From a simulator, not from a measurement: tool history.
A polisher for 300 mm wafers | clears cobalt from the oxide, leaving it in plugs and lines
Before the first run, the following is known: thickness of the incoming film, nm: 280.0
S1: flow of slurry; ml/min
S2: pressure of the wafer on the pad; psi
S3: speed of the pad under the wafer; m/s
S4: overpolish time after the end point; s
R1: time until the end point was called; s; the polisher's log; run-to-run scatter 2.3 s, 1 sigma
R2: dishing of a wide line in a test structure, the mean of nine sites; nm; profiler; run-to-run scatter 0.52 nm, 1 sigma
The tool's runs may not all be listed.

run  hour   S1   S2    S3  S4      R1      R2
  1     0  225  1.2  1.02  16  94.959  33.978
  2   1.4  225  1.1  1.02  16  100.46  33.188
  3   6.1  185  1.1  1.02  16  100.91  32.763
  4  13.1  225  1.1  1.02  16  100.06  34.399
  5  17.5  225    1  1.02  16  105.92  32.048
  6  24.6  185    1  1.02  16  111.07  32.156

Forecast run 7:
  7  33.4  185  0.9  1.02  17   ?   ?

R1: 119.39 s
R2: 30.176 nm
